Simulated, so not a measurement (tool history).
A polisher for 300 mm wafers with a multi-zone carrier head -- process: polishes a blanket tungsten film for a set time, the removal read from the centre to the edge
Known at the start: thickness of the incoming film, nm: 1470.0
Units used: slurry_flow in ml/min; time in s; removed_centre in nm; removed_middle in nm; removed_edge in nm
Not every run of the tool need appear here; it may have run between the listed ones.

run	day	slurry_flow	centre_zone	middle_zone	edge_zone	slurry_solids	time	removed_centre	removed_middle	removed_edge
1	0.000	205	1.00	1.00	1.00	1.00	77	429.57	443.14	440.75
2	0.242	205	1.00	1.00	1.00	1.00	96	546.37	548.45	550.79
3	0.262	200	0.96	1.02	0.95	0.85	90	474.58	496.23	483.65
4	0.483	180	0.96	1.02	0.95	0.85	90	464.72	490.04	487.29
5	0.521	195	0.92	1.05	0.92	0.75	85	418.48	465.88	440.44
6	0.700	200	0.89	1.07	0.90	0.65	82	381.85	454.55	397.10
7	0.858	195	0.87	1.06	0.89	0.60	82	369.23	444.03	395.52

What will run 8 give?
8	0.992	190	0.86	1.06	0.87	0.55	81	?	?	?

For run 8 the tool returned removed_centre 359.49 nm, removed_middle 429.46 nm, removed_edge 381.49 nm.
